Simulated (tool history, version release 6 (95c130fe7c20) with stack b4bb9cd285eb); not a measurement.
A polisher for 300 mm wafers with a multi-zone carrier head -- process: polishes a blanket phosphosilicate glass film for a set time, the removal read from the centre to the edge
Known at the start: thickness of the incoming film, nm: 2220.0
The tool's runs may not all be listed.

run	hour	flow of slurry (ml/min)	pressure of the head's centre zone	pressure of the head's middle zone	pressure of the head's edge zone	abrasive content of the slurry	polishing time (s)	film removed at the wafer's centre (Å)	film removed at mid-radius (Å)	film removed at the wafer's edge (Å)
1	0.0	195	1.00	1.00	1.00	1.00	72	6960.6	7171.5	6908.2
2	5.4	195	1.00	1.00	0.93	1.00	72	6889.4	7069.5	6522.2
3	14.4	190	1.00	0.98	0.93	0.95	72	6731.2	6641.0	6382.0
4	17.5	190	1.00	0.98	0.86	0.95	72	6860.0	6849.4	6002.0
5	21.8	190	1.00	0.98	0.86	1.10	72	7264.4	7234.5	6588.2
6	30.1	190	0.92	0.98	0.86	1.10	72	6668.3	7235.7	6605.5
7	33.5	185	0.92	0.96	0.87	1.05	72	6414.8	6938.6	6466.4
8	40.6	180	0.93	0.94	0.88	1.00	72	6320.8	6620.5	6186.4
9	48.3	180	0.94	0.92	0.90	0.95	72	6238.9	6307.2	6288.4
10	54.2	175	0.94	0.91	0.90	0.90	72	6036.4	6130.3	5965.2
11	55.1	175	0.95	0.90	0.91	0.85	72	5874.0	5735.3	5944.2
12	57.8	175	0.95	0.89	0.90	0.85	72	6043.7	5781.8	5859.3
13	64.5	170	0.95	0.88	0.90	0.85	72	5968.4	5739.7	5843.5
14	65.2	170	0.95	0.87	0.90	0.80	72	5689.9	5523.2	5587.9

Run 15 comes next. What will it give?
15	72.7	140	1.03	0.81	0.96	0.65	70	?	?	?

film removed at the wafer's centre (Å): 5105.7
film removed at mid-radius (Å): 4287.3
film removed at the wafer's edge (Å): 4836.2
